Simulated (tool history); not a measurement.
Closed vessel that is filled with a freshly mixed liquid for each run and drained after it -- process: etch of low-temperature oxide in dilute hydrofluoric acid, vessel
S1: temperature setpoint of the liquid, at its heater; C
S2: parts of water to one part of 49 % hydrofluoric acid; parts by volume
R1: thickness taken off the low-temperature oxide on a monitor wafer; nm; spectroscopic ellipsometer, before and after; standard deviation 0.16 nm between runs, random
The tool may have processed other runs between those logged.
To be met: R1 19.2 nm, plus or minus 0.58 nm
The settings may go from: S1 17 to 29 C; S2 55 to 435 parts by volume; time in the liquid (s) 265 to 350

run 1 hour=0 | S1=21 S2=245 time_in_the_liquid_(s)=350 | R1=13.868
run 2 hour=7.2 | S1=22.5 S2=240 time_in_the_liquid_(s)=350 | R1=15.275
run 3 hour=10 | S1=22.5 S2=190 time_in_the_liquid_(s)=350 | R1=20.189
run 4 hour=18.1 | S1=22.5 S2=190 time_in_the_liquid_(s)=350 | R1=20.243
run 5 hour=21.3 | S1=22 S2=190 time_in_the_liquid_(s)=350 | R1=19.375
run 6 hour=29.3 | S1=22 S2=190 time_in_the_liquid_(s)=265 | R1=14.992
run 7 hour=33.1 | S1=23 S2=190 time_in_the_liquid_(s)=265 | R1=15.589
run 8 hour=35.1 | S1=23.5 S2=180 time_in_the_liquid_(s)=265 | R1=16.797
run 9 hour=44 | S1=24 S2=175 time_in_the_liquid_(s)=265 | R1=17.733
run 10 hour=45.4 | S1=24 S2=175 time_in_the_liquid_(s)=265 | R1=17.708
run 11 hour=50.2 | S1=24.5 S2=175 time_in_the_liquid_(s)=265 | R1=17.95

Pick the move, out of 5, that brings all results within their allowed miss; only one does.
run A hour=55 | S1=25.5 S2=200 time_in_the_liquid_(s)=280 | R1=?
run B hour=55 | S1=25 S2=195 time_in_the_liquid_(s)=270 | R1=?
run C hour=55 | S1=21.5 S2=185 time_in_the_liquid_(s)=335 | R1=?
run D hour=55 | S1=22 S2=185 time_in_the_liquid_(s)=290 | R1=?
run E hour=55 | S1=26.5 S2=200 time_in_the_liquid_(s)=270 | R1=?

move=A R1=16.955
move=B R1=16.557
move=C R1=19.194
move=D R1=16.936
move=E R1=16.952
A: further off than the last run
B: further off than the last run
C: all results land within tolerance of their targets
D: further off than the last run
E: further off than the last run
Correct choice: C, which meets every target

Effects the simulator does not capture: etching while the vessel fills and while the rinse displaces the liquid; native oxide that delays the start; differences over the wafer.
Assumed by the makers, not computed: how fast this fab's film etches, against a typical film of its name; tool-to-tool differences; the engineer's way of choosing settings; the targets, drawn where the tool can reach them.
